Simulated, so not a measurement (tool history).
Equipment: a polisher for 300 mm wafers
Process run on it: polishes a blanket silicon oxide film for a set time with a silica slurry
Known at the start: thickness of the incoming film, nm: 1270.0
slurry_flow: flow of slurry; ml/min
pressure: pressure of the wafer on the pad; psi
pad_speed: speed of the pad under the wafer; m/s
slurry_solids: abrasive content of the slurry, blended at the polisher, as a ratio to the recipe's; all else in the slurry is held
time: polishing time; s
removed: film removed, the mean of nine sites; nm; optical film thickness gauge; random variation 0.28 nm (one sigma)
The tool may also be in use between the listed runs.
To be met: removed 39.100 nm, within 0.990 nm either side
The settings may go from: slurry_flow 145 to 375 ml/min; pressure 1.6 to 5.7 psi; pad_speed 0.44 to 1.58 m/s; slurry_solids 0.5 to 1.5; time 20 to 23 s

| run | hour | slurry_flow | pressure | pad_speed | slurry_solids | time | removed |
|---|---|---|---|---|---|---|---|
| 1 | 0.0 | 240 | 3.6 | 1.00 | 1.0 | 23 | 69.605 |
| 2 | 8.9 | 235 | 3.0 | 1.00 | 1.0 | 23 | 59.219 |
| 3 | 12.1 | 260 | 3.0 | 1.00 | 1.0 | 23 | 59.606 |
| 4 | 13.2 | 260 | 2.6 | 0.98 | 1.0 | 23 | 52.220 |
| 5 | 19.6 | 260 | 2.6 | 0.98 | 1.0 | 23 | 51.938 |
| 6 | 20.6 | 260 | 2.3 | 0.98 | 1.0 | 23 | 45.818 |
| 7 | 25.4 | 250 | 2.2 | 0.98 | 1.0 | 23 | 43.609 |
| 8 | 26.8 | 230 | 2.2 | 0.98 | 1.0 | 23 | 43.164 |
| 9 | 28.7 | 210 | 2.2 | 0.98 | 1.0 | 23 | 42.641 |
| 10 | 35.2 | 200 | 2.2 | 0.98 | 1.0 | 23 | 42.376 |
| 11 | 36.9 | 190 | 2.2 | 0.98 | 1.0 | 23 | 42.056 |
| 12 | 41.9 | 190 | 2.2 | 0.98 | 1.0 | 23 | 42.065 |
| 13 | 48.4 | 185 | 2.2 | 0.98 | 1.0 | 23 | 42.030 |
| 14 | 54.3 | 180 | 2.2 | 0.98 | 1.0 | 23 | 42.030 |
| 15 | 58.3 | 175 | 2.2 | 0.98 | 1.0 | 23 | 41.945 |

Exactly one of the 5 candidate moves below puts every result within its allowed miss. Which one?
| A | 62.3 | 200 | 2.1 | 1.00 | 1.0 | 20 | ? |
| B | 62.3 | 185 | 2.6 | 0.92 | 0.9 | 23 | ? |
| C | 62.3 | 175 | 2.5 | 1.10 | 0.9 | 21 | ? |
| D | 62.3 | 240 | 2.1 | 0.84 | 1.1 | 22 | ? |
| E | 62.3 | 160 | 2.6 | 0.98 | 1.0 | 23 | ? |

| move | removed |
|---|---|
| A | 35.445 |
| B | 44.267 |
| C | 42.578 |
| D | 38.332 |
| E | 47.558 |
A: the result that was furthest off in the last run now lies on the other side of its target
B: moves away from the targets compared with the last run
C: moves away from the targets compared with the last run
D: every result within its allowed miss
E: moves away from the targets compared with the last run
The move that meets every target is D.
